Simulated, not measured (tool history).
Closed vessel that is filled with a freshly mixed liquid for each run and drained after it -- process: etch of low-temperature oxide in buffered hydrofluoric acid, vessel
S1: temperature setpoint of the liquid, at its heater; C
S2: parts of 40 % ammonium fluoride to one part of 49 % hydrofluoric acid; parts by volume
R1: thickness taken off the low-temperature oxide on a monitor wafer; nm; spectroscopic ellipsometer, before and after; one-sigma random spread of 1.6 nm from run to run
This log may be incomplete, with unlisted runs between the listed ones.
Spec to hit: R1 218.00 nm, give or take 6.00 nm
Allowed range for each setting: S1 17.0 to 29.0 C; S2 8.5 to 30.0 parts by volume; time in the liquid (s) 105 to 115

run 1 hour=0.0 | S1=21.0 S2=23.5 time_in_the_liquid_(s)=105 | R1=176.85
run 2 hour=3.1 | S1=22.0 S2=23.5 time_in_the_liquid_(s)=105 | R1=185.14
run 3 hour=4.2 | S1=23.0 S2=23.5 time_in_the_liquid_(s)=105 | R1=198.26
run 4 hour=10.3 | S1=20.0 S2=23.5 time_in_the_liquid_(s)=105 | R1=164.97
run 5 hour=14.5 | S1=20.0 S2=21.0 time_in_the_liquid_(s)=105 | R1=180.22
run 6 hour=15.7 | S1=22.0 S2=21.0 time_in_the_liquid_(s)=105 | R1=202.93
run 7 hour=23.4 | S1=22.5 S2=21.0 time_in_the_liquid_(s)=105 | R1=207.85
run 8 hour=30.1 | S1=22.5 S2=21.0 time_in_the_liquid_(s)=105 | R1=204.16

Of the 5 settings listed for the next run, only one would bring every result within its allowed miss of target. Which one?
run A hour=36.8 | S1=22.5 S2=19.0 time_in_the_liquid_(s)=110 | R1=?
run B hour=36.8 | S1=22.0 S2=20.0 time_in_the_liquid_(s)=110 | R1=?
run C hour=36.8 | S1=23.0 S2=26.5 time_in_the_liquid_(s)=110 | R1=?
run D hour=36.8 | S1=23.0 S2=24.5 time_in_the_liquid_(s)=110 | R1=?
run E hour=36.8 | S1=22.0 S2=20.0 time_in_the_liquid_(s)=105 | R1=?

move=A R1=235.39
move=B R1=217.66
move=C R1=189.49
move=D R1=200.02
move=E R1=207.76
A: pushes the last run's worst result past its target
B: hits every target within its allowed miss
C: misses by more than the last run did
D: misses by more than the last run did
E: closer than the last run, but not yet in spec
Move B is the one to make.

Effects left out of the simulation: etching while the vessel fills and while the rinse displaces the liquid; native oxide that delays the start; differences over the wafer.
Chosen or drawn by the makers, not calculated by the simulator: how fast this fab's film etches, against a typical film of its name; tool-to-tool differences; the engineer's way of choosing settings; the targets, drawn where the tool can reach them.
